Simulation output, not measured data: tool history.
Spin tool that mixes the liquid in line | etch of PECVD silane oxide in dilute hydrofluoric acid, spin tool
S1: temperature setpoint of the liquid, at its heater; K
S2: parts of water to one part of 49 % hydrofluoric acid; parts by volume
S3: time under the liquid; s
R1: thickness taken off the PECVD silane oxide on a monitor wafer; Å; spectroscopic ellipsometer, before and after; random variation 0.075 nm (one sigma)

run  hour      S1   S2  S3      R1
  1     0  298.15  115  15  47.825
  2   6.8  298.15  145  15  36.241
  3   7.9  298.15  145  15   36.63
  4  13.8  298.15  185  15  27.251
  5  19.1  298.15  185  15  27.356
  6  26.3  300.15  145  15  39.738
  7  35.2  301.65  115  15  54.699
  8  40.5  302.65   95  15  70.604
  9  44.4  303.65   85  15   82.94
 10  45.7  304.15   75  15  96.884
 11  49.9  304.65   70  15  106.41
 12  56.4  305.15   70  15  110.29
 13  63.2  305.65   70  15  111.15

Run 14 comes next. What will it give?
 14  68.9  305.65  70  15   ?

Run 14 gave R1 110.48 Å.
